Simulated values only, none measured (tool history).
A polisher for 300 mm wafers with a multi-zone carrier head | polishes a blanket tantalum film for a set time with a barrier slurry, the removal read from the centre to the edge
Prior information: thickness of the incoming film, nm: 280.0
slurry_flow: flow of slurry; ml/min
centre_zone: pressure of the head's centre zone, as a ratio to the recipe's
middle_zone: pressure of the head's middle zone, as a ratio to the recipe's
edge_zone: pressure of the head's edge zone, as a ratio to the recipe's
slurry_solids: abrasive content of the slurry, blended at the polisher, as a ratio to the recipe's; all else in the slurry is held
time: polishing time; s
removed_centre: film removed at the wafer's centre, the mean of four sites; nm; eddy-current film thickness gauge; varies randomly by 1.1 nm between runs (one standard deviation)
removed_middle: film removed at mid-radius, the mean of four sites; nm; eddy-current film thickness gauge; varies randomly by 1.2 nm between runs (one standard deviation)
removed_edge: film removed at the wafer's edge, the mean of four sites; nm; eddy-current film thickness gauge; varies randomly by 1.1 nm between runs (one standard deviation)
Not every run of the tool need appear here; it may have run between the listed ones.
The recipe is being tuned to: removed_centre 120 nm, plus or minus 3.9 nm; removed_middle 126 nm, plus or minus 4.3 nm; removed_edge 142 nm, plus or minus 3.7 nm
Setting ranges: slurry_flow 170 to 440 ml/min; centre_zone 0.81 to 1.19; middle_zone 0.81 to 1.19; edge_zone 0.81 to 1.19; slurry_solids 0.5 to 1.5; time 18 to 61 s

| run | hour | slurry_flow | centre_zone | middle_zone | edge_zone | slurry_solids | time | removed_centre | removed_middle | removed_edge |
|---|---|---|---|---|---|---|---|---|---|---|
| 1 | 0 | 280 | 1 | 1 | 1 | 1 | 39 | 114.97 | 112.82 | 116.78 |
| 2 | 8.8 | 255 | 1 | 1 | 1 | 1 | 39 | 116.49 | 112.69 | 116.29 |
| 3 | 11.6 | 255 | 1 | 0.95 | 1 | 1 | 39 | 113.71 | 109.1 | 116.68 |
| 4 | 16.8 | 255 | 1 | 0.95 | 1 | 1 | 32 | 94.887 | 89.815 | 95.649 |
| 5 | 24.7 | 260 | 0.99 | 0.96 | 1.03 | 1.1 | 33 | 98.851 | 97.219 | 103.11 |
| 6 | 29.1 | 265 | 0.99 | 0.96 | 1.05 | 1.15 | 34 | 101.6 | 100.14 | 108.86 |
| 7 | 30.9 | 270 | 0.99 | 0.97 | 1.07 | 1.2 | 35 | 106.61 | 105.28 | 115.01 |
| 8 | 32 | 275 | 0.99 | 0.98 | 1.09 | 1.25 | 35 | 108.29 | 107.85 | 115.22 |
| 9 | 37.2 | 275 | 0.98 | 0.98 | 1.1 | 1.3 | 36 | 109.49 | 108.18 | 120.2 |
| 10 | 42.2 | 280 | 0.97 | 0.99 | 1.11 | 1.35 | 37 | 112.12 | 112.6 | 124.26 |
| 11 | 46.7 | 280 | 0.97 | 1 | 1.12 | 1.35 | 37 | 112.01 | 114.07 | 125.26 |
| 12 | 54.5 | 280 | 0.97 | 1 | 1.12 | 1.35 | 37 | 113.64 | 116.84 | 126.77 |
| 13 | 59.6 | 280 | 0.97 | 1 | 1.13 | 1.35 | 37 | 113.13 | 115.23 | 128.85 |
| 14 | 61.9 | 280 | 0.97 | 1.01 | 1.14 | 1.35 | 37 | 112.42 | 115.23 | 127.44 |
| 15 | 66.8 | 285 | 0.97 | 1.01 | 1.15 | 1.35 | 37 | 113.76 | 116.48 | 127.54 |
| 16 | 74.5 | 285 | 0.97 | 1.01 | 1.15 | 1.35 | 37 | 112.04 | 114.3 | 127.56 |

Consider the 4 candidate settings below. Which is the only one whose results all fall within their allowed miss of target?
| A | 82.2 | 290 | 0.81 | 1 | 1.16 | 1.5 | 43 | ? | ? | ? |
| B | 82.2 | 310 | 0.81 | 1.09 | 1.19 | 1.35 | 43 | ? | ? | ? |
| C | 82.2 | 255 | 0.81 | 1.04 | 1.19 | 1.45 | 43 | ? | ? | ? |
| D | 82.2 | 285 | 0.92 | 0.98 | 1.14 | 1.5 | 40 | ? | ? | ? |

| move | removed_centre | removed_middle | removed_edge |
|---|---|---|---|
| A | 114.93 | 136.66 | 152.72 |
| B | 113.27 | 141.41 | 152.06 |
| C | 112.8 | 137.3 | 152.41 |
| D | 119.41 | 125.44 | 140.66 |
A: pushes the last run's worst result past its target
B: pushes the last run's worst result past its target
C: pushes the last run's worst result past its target
D: all results in spec
Correct choice: D, which meets every target
